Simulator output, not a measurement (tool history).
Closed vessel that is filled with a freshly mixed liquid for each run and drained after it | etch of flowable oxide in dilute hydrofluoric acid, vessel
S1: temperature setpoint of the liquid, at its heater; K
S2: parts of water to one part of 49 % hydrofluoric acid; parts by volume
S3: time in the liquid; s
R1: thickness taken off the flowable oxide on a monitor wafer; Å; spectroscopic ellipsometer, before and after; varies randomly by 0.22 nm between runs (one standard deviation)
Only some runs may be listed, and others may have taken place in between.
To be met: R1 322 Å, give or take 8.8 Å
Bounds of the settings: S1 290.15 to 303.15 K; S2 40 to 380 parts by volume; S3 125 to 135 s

| run | hour | S1 | S2 | S3 | R1 |
|---|---|---|---|---|---|
| 1 | 0 | 295.15 | 210 | 125 | 161 |
| 2 | 2 | 295.15 | 175 | 125 | 199.66 |
| 3 | 6.8 | 295.15 | 245 | 125 | 132.82 |
| 4 | 15.6 | 297.65 | 210 | 125 | 176.8 |
| 5 | 20.8 | 299.15 | 185 | 125 | 215.46 |
| 6 | 25.8 | 300.15 | 185 | 125 | 226.81 |
| 7 | 34 | 301.15 | 170 | 125 | 256.67 |
| 8 | 38.7 | 301.65 | 160 | 125 | 286.76 |
| 9 | 43.7 | 302.15 | 155 | 125 | 304.41 |
| 10 | 47.3 | 302.65 | 155 | 125 | 306.05 |

5 candidate next runs follow, results not yet known. Just one meets every target within its allowed miss. Identify it.
| A | 50.9 | 302.15 | 160 | 125 | ? |
| B | 50.9 | 303.15 | 155 | 135 | ? |
| C | 50.9 | 302.15 | 145 | 125 | ? |
| D | 50.9 | 301.65 | 160 | 130 | ? |
| E | 50.9 | 300.15 | 160 | 135 | ? |

| move | R1 |
|---|---|
| A | 287.97 |
| B | 334.92 |
| C | 323.9 |
| D | 294.12 |
| E | 289.16 |
A: further off than the last run
B: the result that was furthest off in the last run now lies on the other side of its target
C: in spec on every target
D: further off than the last run
E: further off than the last run
The move that meets every target is C.
